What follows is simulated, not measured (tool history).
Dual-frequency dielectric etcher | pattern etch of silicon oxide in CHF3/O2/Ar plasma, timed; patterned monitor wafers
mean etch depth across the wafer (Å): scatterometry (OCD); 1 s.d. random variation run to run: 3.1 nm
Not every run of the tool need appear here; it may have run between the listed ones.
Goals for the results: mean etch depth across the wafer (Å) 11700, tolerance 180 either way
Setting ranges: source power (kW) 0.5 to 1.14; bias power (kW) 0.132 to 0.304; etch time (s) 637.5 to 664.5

run,hour,source power (kW),bias power (kW),etch time (s),mean etch depth across the wafer (Å)
1,0,0.82,0.218,637.5,14068
2,3.2,0.93,0.218,637.5,15064
3,10.3,0.82,0.218,637.5,14068
4,19.3,0.82,0.218,637.5,14018
5,20.8,0.82,0.248,637.5,14853
6,28.3,0.69,0.248,637.5,13340
7,33.1,0.64,0.247,637.5,12592
8,38.5,0.61,0.247,637.5,12324
9,44.1,0.59,0.247,637.5,12028

4 next moves are on the table. One of them brings every result within its allowed miss. Which?
A,49.7,0.61,0.215,651,?
B,49.7,0.55,0.27,664.5,?
C,49.7,0.57,0.271,646,?
D,49.7,0.54,0.271,664.5,?

move,mean etch depth across the wafer (Å)
A,11729
B,12251
C,12261
D,12094
A: hits every target within its allowed miss
B: moves away from the targets compared with the last run
C: moves away from the targets compared with the last run
D: moves away from the targets compared with the last run
The move that meets every target is A.
